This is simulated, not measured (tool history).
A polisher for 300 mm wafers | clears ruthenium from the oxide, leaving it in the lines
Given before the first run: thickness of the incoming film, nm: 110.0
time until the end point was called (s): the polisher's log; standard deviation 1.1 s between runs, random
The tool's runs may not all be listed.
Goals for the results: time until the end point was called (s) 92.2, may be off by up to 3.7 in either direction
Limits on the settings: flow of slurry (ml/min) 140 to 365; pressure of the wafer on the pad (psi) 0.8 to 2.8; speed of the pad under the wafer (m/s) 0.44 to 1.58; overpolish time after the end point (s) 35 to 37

run  hour  flow of slurry (ml/min)  pressure of the wafer on the pad (psi)  speed of the pad under the wafer (m/s)  overpolish time after the end point (s)  time until the end point was called (s)
  1     0                      235                                     1.8                                       1                                       35                                   135.51
  2   4.3                      205                                     1.8                                       1                                       35                                   137.04
  3   8.6                      205                                       2                                       1                                       35                                   126.61
  4  16.2                      205                                       2                                     1.1                                       35                                   119.13
  5  22.4                      205                                       2                                     1.1                                       35                                   118.44
  6  27.5                      205                                     1.8                                     1.1                                       35                                   128.16
  7  31.7                      210                                       2                                    1.12                                       35                                   118.58
  8    37                      210                                     2.2                                    1.14                                       35                                   109.35

Next run, 4 choices. One meets every target within its allowed miss, the rest don't. Which?
  A  42.3                      220                                     2.6                                    1.38                                       35                                        ?
  B  42.3                      225                                     2.2                                    1.22                                       36                                        ?
  C  42.3                      155                                     2.4                                    1.38                                       35                                        ?
  D  42.3                      235                                     2.2                                    0.96                                       35                                        ?

move  time until the end point was called (s)
   A                                   82.271
   B                                    102.3
   C                                    91.59
   D                                   125.33
A: takes the result that was furthest off past its target
B: closer than the last run, but not yet in spec
C: meets every target
D: the biggest miss grows against the last run
So the answer is move C, the one that meets all the targets.

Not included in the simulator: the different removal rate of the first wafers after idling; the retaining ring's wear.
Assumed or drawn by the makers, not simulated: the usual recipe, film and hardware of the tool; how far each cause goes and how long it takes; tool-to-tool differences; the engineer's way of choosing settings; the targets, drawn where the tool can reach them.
